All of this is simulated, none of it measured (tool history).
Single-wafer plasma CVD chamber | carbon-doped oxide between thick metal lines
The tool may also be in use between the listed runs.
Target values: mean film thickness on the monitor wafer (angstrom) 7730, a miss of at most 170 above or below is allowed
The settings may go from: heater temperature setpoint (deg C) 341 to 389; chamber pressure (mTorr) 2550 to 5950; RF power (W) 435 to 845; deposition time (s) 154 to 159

| run | hour | heater temperature setpoint (deg C) | chamber pressure (mTorr) | RF power (W) | deposition time (s) | mean film thickness on the monitor wafer (angstrom) |
|---|---|---|---|---|---|---|
| 1 | 0 | 365 | 4250 | 640 | 154 | 8595.8 |
| 2 | 4.6 | 365 | 3650 | 640 | 154 | 8401.7 |
| 3 | 9.5 | 365 | 4210 | 640 | 154 | 8456 |
| 4 | 12.7 | 375 | 4210 | 640 | 154 | 8358.7 |
| 5 | 20.3 | 376 | 4090 | 625 | 154 | 8245.2 |
| 6 | 26 | 376 | 4450 | 625 | 154 | 8301.5 |
| 7 | 28 | 377 | 4360 | 610 | 154 | 8201 |
| 8 | 31.4 | 377 | 4360 | 610 | 154 | 8251.8 |
| 9 | 33.3 | 378 | 4230 | 590 | 154 | 8093 |
| 10 | 38 | 379 | 4160 | 575 | 154 | 7945.1 |

Of the 4 settings listed for the next run, only one would bring every result within its allowed miss of target. Which one?
| A | 42.7 | 382 | 4070 | 475 | 154 | ? |
| B | 42.7 | 389 | 4440 | 535 | 155 | ? |
| C | 42.7 | 382 | 5170 | 600 | 154 | ? |
| D | 42.7 | 382 | 4530 | 585 | 156 | ? |

| move | mean film thickness on the monitor wafer (angstrom) |
|---|---|
| A | 7302.1 |
| B | 7700.7 |
| C | 8274.4 |
| D | 8133.9 |
A: moves the result that the last run missed by most past its target, out the other side
B: each result inside its tolerance
C: moves away from the targets compared with the last run
D: moves away from the targets compared with the last run
Correct choice: B, which meets every target
